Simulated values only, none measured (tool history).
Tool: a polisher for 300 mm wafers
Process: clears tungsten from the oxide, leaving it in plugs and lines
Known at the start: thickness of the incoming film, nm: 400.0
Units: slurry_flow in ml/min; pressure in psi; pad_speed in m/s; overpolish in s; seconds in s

| run | hour | slurry_flow | pressure | pad_speed | slurry_solids | overpolish | seconds |
|---|---|---|---|---|---|---|---|
| 1 | 0 | 240 | 4.6 | 1.3 | 1 | 3 | 60.222 |
| 2 | 0.8 | 240 | 4.6 | 1.3 | 0.8 | 3 | 64.606 |
| 3 | 6.9 | 240 | 4.2 | 1.28 | 0.8 | 3 | 72.427 |
| 4 | 13.2 | 240 | 3.9 | 1.26 | 0.8 | 3 | 77.488 |
| 5 | 18.2 | 240 | 3.9 | 1.02 | 0.8 | 3 | 99.021 |
| 6 | 21.2 | 240 | 3.9 | 1.02 | 1 | 3 | 96.397 |
| 7 | 26.6 | 240 | 3.8 | 1.02 | 1 | 3 | 94.018 |

The next listed run, before its measurement:
| 8 | 28.4 | 240 | 3.7 | 1.02 | 1 | 3 | ? |

Run 8 gave seconds 97.67 s.
